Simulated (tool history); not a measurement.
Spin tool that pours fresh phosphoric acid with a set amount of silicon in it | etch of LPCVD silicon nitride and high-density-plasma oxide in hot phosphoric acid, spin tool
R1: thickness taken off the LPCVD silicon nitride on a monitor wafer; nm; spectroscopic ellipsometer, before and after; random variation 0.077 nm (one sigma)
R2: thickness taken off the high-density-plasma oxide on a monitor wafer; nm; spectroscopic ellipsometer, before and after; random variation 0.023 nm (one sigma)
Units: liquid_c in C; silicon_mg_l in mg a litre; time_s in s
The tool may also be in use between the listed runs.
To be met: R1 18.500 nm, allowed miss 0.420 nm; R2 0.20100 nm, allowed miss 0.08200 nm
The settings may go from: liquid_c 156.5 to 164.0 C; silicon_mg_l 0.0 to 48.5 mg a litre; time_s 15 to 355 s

Run 1, hour 0.0: liquid_c 159.0 C, silicon_mg_l 21.5 mg a litre, time_s 180 s. Result: R1 15.832 nm, R2 0.22339 nm.
Run 2, hour 8.7: liquid_c 159.0 C, silicon_mg_l 21.5 mg a litre, time_s 235 s. Result: R1 20.882 nm, R2 0.34331 nm.
Run 3, hour 11.5: liquid_c 159.0 C, silicon_mg_l 28.5 mg a litre, time_s 235 s. Result: R1 20.712 nm, R2 0.29076 nm.
Run 4, hour 16.7: liquid_c 159.0 C, silicon_mg_l 21.0 mg a litre, time_s 235 s. Result: R1 20.741 nm, R2 0.35601 nm.
Run 5, hour 24.3: liquid_c 159.0 C, silicon_mg_l 21.0 mg a litre, time_s 155 s. Result: R1 13.654 nm, R2 0.25821 nm.
Run 6, hour 28.9: liquid_c 160.0 C, silicon_mg_l 27.5 mg a litre, time_s 165 s. Result: R1 15.023 nm, R2 0.19518 nm.
Run 7, hour 37.9: liquid_c 161.0 C, silicon_mg_l 28.0 mg a litre, time_s 170 s. Result: R1 16.036 nm, R2 0.17640 nm.
Run 8, hour 42.6: liquid_c 161.5 C, silicon_mg_l 25.5 mg a litre, time_s 170 s. Result: R1 16.245 nm, R2 0.22482 nm.
Run 9, hour 45.4: liquid_c 162.0 C, silicon_mg_l 27.0 mg a litre, time_s 175 s. Result: R1 16.994 nm, R2 0.26402 nm.
Run 10, hour 52.4: liquid_c 162.5 C, silicon_mg_l 30.5 mg a litre, time_s 175 s. Result: R1 17.296 nm, R2 0.24558 nm.
Run 11, hour 56.8: liquid_c 163.0 C, silicon_mg_l 34.0 mg a litre, time_s 175 s. Result: R1 17.567 nm, R2 0.25840 nm.

4 next moves are on the table. One of them brings every result within its allowed miss. Which?
Run A, hour 61.2: liquid_c 164.0 C, silicon_mg_l 13.0 mg a litre, time_s 170 s. Result: R1 ?, R2 ?.
Run B, hour 61.2: liquid_c 163.0 C, silicon_mg_l 11.5 mg a litre, time_s 175 s. Result: R1 ?, R2 ?.
Run C, hour 61.2: liquid_c 163.5 C, silicon_mg_l 8.0 mg a litre, time_s 170 s. Result: R1 ?, R2 ?.
Run D, hour 61.2: liquid_c 159.5 C, silicon_mg_l 35.0 mg a litre, time_s 205 s. Result: R1 ?, R2 ?.

move      R1       R2
   A  17.643  0.44913
   B  17.572  0.44518
   C  17.354  0.48463
   D  18.314  0.18527
A: further off than the last run
B: further off than the last run
C: further off than the last run
D: meets every target
The right move is D.
